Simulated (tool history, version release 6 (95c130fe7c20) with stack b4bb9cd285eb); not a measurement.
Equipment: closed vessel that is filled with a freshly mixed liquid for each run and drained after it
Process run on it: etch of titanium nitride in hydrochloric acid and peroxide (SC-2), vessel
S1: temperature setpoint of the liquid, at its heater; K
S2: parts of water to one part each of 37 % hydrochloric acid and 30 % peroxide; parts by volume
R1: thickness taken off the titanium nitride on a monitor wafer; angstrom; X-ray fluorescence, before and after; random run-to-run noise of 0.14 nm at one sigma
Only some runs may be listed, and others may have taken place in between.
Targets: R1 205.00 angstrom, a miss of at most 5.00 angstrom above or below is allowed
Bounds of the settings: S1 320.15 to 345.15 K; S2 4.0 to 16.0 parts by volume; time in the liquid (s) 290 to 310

Run 1, hour 0.0: S1 336.15 K, S2 9.0 parts by volume, time in the liquid (s) 290. Result: R1 168.22 angstrom.
Run 2, hour 4.7: S1 330.65 K, S2 9.0 parts by volume, time in the liquid (s) 290. Result: R1 119.57 angstrom.
Run 3, hour 11.4: S1 333.15 K, S2 9.0 parts by volume, time in the liquid (s) 290. Result: R1 138.71 angstrom.
Run 4, hour 19.5: S1 333.15 K, S2 9.0 parts by volume, time in the liquid (s) 310. Result: R1 148.76 angstrom.
Run 5, hour 24.2: S1 333.15 K, S2 11.5 parts by volume, time in the liquid (s) 310. Result: R1 120.62 angstrom.
Run 6, hour 28.0: S1 337.15 K, S2 11.5 parts by volume, time in the liquid (s) 310. Result: R1 156.19 angstrom.
Run 7, hour 35.6: S1 338.65 K, S2 11.5 parts by volume, time in the liquid (s) 310. Result: R1 170.76 angstrom.
Run 8, hour 38.2: S1 339.65 K, S2 11.5 parts by volume, time in the liquid (s) 310. Result: R1 178.13 angstrom.

Which of these 4 next moves meets every target?
Run A, hour 40.8: S1 338.15 K, S2 12.5 parts by volume, time in the liquid (s) 310. Result: R1 ?.
Run B, hour 40.8: S1 335.15 K, S2 10.0 parts by volume, time in the liquid (s) 300. Result: R1 ?.
Run C, hour 40.8: S1 338.15 K, S2 9.0 parts by volume, time in the liquid (s) 310. Result: R1 ?.
Run D, hour 40.8: S1 340.65 K, S2 12.5 parts by volume, time in the liquid (s) 290. Result: R1 ?.

move      R1
   A  153.68
   B  149.46
   C  202.58
   D  167.21
A: further off than the last run
B: further off than the last run
C: each result inside its tolerance
D: further off than the last run
Answer: C
